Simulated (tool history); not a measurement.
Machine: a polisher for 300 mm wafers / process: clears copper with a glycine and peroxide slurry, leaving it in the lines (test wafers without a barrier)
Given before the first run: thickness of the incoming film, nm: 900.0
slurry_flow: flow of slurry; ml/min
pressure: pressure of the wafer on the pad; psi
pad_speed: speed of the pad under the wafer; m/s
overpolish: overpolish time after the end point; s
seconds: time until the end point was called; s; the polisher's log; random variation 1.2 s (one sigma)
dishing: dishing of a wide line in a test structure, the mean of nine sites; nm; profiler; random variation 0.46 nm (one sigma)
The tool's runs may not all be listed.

run    day  slurry_flow  pressure  pad_speed  overpolish  seconds  dishing
  1  0.000          245       2.7       1.06          12   171.89   31.069
  2  0.092          245       2.7       1.06          15   170.42   33.160
  3  0.146          235       2.8       1.08          14   163.64   32.259
  4  0.483          225       2.9       1.08          13   158.17   33.732
  5  0.850          225       2.9       1.26          13   139.20   34.583
  6  1.004          240       2.8       1.30          12   137.47   32.987
  7  1.288          255       2.7       1.34          11   140.10   31.575
  8  1.608          270       2.7       1.38          10   134.70   31.758
  9  1.979          255       2.7       1.40           9   134.96   30.113
 10  2.050          255       2.7       1.40           9   133.50   30.194
 11  2.246          245       2.7       1.42           8   134.09   28.145
 12  2.346          235       2.7       1.44           8   130.16   28.077
 13  2.542          225       2.7       1.44           8   133.39   28.343
 14  2.808          215       2.7       1.46           8   131.63   28.413

Run 15 is up next; what results do you expect?
 15  3.008          210       2.7       1.48           8        ?        ?

seconds: 131.62 s
dishing: 27.464 nm
